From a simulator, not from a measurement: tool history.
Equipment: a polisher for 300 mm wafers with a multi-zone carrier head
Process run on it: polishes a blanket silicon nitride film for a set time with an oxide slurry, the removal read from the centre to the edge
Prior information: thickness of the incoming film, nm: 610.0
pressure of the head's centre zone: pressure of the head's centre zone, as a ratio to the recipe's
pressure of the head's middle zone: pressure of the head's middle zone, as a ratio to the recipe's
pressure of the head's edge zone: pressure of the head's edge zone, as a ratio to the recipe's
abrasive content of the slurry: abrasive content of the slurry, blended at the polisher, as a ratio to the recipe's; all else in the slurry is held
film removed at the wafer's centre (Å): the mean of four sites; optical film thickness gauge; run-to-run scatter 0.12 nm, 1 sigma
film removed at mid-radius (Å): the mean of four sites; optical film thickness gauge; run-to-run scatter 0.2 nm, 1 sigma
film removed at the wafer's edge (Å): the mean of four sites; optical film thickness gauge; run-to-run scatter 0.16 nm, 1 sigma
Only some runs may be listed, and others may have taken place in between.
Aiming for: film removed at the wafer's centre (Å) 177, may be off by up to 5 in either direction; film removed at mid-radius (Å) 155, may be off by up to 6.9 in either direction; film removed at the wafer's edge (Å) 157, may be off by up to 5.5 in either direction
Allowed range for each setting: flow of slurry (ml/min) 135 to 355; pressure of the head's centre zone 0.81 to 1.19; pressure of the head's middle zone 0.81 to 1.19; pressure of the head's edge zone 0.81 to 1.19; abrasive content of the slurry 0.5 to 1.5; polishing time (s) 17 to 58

run,day,flow of slurry (ml/min),pressure of the head's centre zone,pressure of the head's middle zone,pressure of the head's edge zone,abrasive content of the slurry,polishing time (s),film removed at the wafer's centre (Å),film removed at mid-radius (Å),film removed at the wafer's edge (Å)
1,0,225,1,1,1,1,37,140.14,139.26,142.39
2,0.233,240,1.04,1.01,1.02,1,37,149.29,138.97,144.85
3,0.429,255,1.06,1.03,1.03,1,37,150.89,141.39,145.03
4,0.612,220,1.06,1.03,1.03,1,37,149.1,142.12,143.01
5,0.746,230,1.09,1.04,1.05,1.05,37,156.92,149.63,147.17
6,1.096,240,1.11,1.04,1.06,1.05,37,162.41,146.86,151.28
7,1.225,250,1.12,1.05,1.06,1.05,37,165.52,151.1,149.77
8,1.538,260,1.13,1.05,1.07,1.05,37,164.79,150.76,149.32
9,1.642,260,1.14,1.05,1.08,1.05,37,170.9,149.72,150.46
10,1.979,265,1.14,1.05,1.09,1.05,37,170.44,150.16,154.21
11,2.338,270,1.15,1.06,1.09,1.05,37,169.84,149.33,153.18

Pick the move, out of 5, that brings all results within their allowed miss; only one does.
A,2.696,280,1.09,1.1,1.15,1.3,34,?,?,?
B,2.696,220,1.1,1.05,1.13,1.2,36,?,?,?
C,2.696,275,1.15,0.94,1.1,1,38,?,?,?
D,2.696,240,1.08,1.14,1.06,1.05,38,?,?,?
E,2.696,285,1.12,1.02,1.04,1.1,38,?,?,?

move,film removed at the wafer's centre (Å),film removed at mid-radius (Å),film removed at the wafer's edge (Å)
A,164.32,158.44,163.34
B,165.5,152.71,162.97
C,171.08,138.04,158.07
D,162.61,163.13,157.19
E,175.31,154.86,161.34
A: the biggest miss grows against the last run
B: the biggest miss grows against the last run
C: the biggest miss grows against the last run
D: the biggest miss grows against the last run
E: each result inside its tolerance
So the answer is move E, the one that meets all the targets.

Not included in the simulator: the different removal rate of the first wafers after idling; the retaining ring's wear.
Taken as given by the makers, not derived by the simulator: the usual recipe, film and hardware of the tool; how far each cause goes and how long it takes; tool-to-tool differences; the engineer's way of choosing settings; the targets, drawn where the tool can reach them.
